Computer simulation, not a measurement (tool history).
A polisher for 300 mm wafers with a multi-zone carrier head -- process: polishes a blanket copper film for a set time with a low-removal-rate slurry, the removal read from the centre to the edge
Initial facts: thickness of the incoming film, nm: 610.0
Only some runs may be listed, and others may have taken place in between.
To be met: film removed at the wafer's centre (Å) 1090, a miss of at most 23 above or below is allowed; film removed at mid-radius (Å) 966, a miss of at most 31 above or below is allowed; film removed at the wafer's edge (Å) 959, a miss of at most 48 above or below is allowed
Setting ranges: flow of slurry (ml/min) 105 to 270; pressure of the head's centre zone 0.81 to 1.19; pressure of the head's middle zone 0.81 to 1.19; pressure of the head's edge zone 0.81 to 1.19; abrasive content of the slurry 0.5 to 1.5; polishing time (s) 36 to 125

| run | hour | flow of slurry (ml/min) | pressure of the head's centre zone | pressure of the head's middle zone | pressure of the head's edge zone | abrasive content of the slurry | polishing time (s) | film removed at the wafer's centre (Å) | film removed at mid-radius (Å) | film removed at the wafer's edge (Å) |
|---|---|---|---|---|---|---|---|---|---|---|
| 1 | 0 | 175 | 1 | 1 | 1 | 1 | 80 | 1358 | 1309.7 | 1320.8 |
| 2 | 5 | 200 | 1 | 1 | 1 | 1 | 80 | 1391.2 | 1377 | 1404.6 |
| 3 | 13.3 | 180 | 0.99 | 0.98 | 0.97 | 0.9 | 80 | 1319.2 | 1284.5 | 1312.4 |
| 4 | 22 | 180 | 0.99 | 0.98 | 0.92 | 0.9 | 80 | 1328.5 | 1275.4 | 1246.4 |
| 5 | 25.9 | 180 | 0.99 | 0.98 | 0.88 | 0.9 | 80 | 1315.5 | 1281.5 | 1249.8 |
| 6 | 27.3 | 165 | 0.99 | 0.97 | 0.87 | 0.8 | 79 | 1254.9 | 1211.1 | 1208.9 |
| 7 | 33.4 | 170 | 1.01 | 0.97 | 0.86 | 0.75 | 76 | 1213.1 | 1137.3 | 1141.1 |
| 8 | 41.5 | 155 | 1.07 | 0.98 | 0.81 | 0.5 | 70 | 1066.5 | 979.16 | 950.26 |

Which of these 5 next moves meets every target?
| A | 49.6 | 145 | 1.11 | 1.03 | 0.81 | 0.6 | 65 | ? | ? | ? |
| B | 49.6 | 170 | 1.15 | 0.99 | 0.92 | 0.5 | 67 | ? | ? | ? |
| C | 49.6 | 185 | 1.19 | 1.09 | 0.81 | 0.55 | 60 | ? | ? | ? |
| D | 49.6 | 160 | 0.99 | 0.95 | 0.87 | 0.5 | 70 | ? | ? | ? |
| E | 49.6 | 120 | 1.11 | 1.01 | 0.89 | 0.65 | 68 | ? | ? | ? |

| move | film removed at the wafer's centre (Å) | film removed at mid-radius (Å) | film removed at the wafer's edge (Å) |
|---|---|---|---|
| A | 1021.8 | 960.83 | 905.59 |
| B | 1085.2 | 959.66 | 982.46 |
| C | 1027.8 | 961.22 | 851.85 |
| D | 1013.8 | 957.95 | 992.7 |
| E | 1027.2 | 956.28 | 969.37 |
A: its largest miss is bigger than the last run's
B: every result lands within tolerance
C: its largest miss is bigger than the last run's
D: its largest miss is bigger than the last run's
E: its largest miss is bigger than the last run's
Answer: B
